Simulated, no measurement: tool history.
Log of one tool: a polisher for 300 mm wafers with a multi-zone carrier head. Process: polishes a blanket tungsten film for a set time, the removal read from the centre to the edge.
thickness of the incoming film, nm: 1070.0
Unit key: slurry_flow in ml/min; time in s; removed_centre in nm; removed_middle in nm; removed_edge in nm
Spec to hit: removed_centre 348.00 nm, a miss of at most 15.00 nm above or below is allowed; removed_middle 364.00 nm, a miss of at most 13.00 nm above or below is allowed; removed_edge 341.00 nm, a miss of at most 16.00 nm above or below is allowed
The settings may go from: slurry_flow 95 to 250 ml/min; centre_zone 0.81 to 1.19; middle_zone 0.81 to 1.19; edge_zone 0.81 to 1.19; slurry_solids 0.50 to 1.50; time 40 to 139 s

run	hour	slurry_flow	centre_zone	middle_zone	edge_zone	slurry_solids	time	removed_centre	removed_middle	removed_edge
1	0.0	160	1.00	1.00	1.00	1.00	89	398.87	403.52	410.64
2	3.6	155	1.00	1.00	0.97	0.95	89	393.48	393.49	398.99
3	8.5	155	0.93	1.00	0.97	0.95	89	372.86	394.55	395.82
4	15.1	150	0.93	1.00	0.94	0.90	89	368.24	389.89	378.63
5	18.2	145	0.93	1.00	0.93	0.90	89	361.63	383.41	374.38
6	25.8	145	0.93	0.96	0.93	0.90	89	363.86	366.71	378.39
7	27.9	140	0.93	0.97	0.91	0.90	89	363.62	382.93	378.97
8	29.1	140	0.93	0.97	0.90	0.85	89	358.33	370.67	365.60
9	36.7	140	0.93	0.97	0.89	0.85	89	361.60	367.54	364.15
10	43.4	140	0.93	0.97	0.89	0.85	89	358.27	367.88	372.12

4 candidate next runs follow, results not yet known. Just one meets every target within its allowed miss. Identify it.
A	50.1	160	0.98	1.04	0.90	1.15	75	?	?	?
B	50.1	140	0.99	1.07	0.86	0.85	87	?	?	?
C	50.1	145	0.81	0.89	0.95	0.90	96	?	?	?
D	50.1	140	0.81	0.81	1.07	0.80	100	?	?	?

move	removed_centre	removed_middle	removed_edge
A	351.79	369.38	336.70
B	373.71	399.74	349.64
C	364.54	385.19	412.09
D	366.39	358.64	440.19
A: every result within its allowed miss
B: brings the result that was furthest off to its target, and leaves another outside
C: moves away from the targets compared with the last run
D: moves away from the targets compared with the last run
So the answer is move A, the one that meets all the targets.
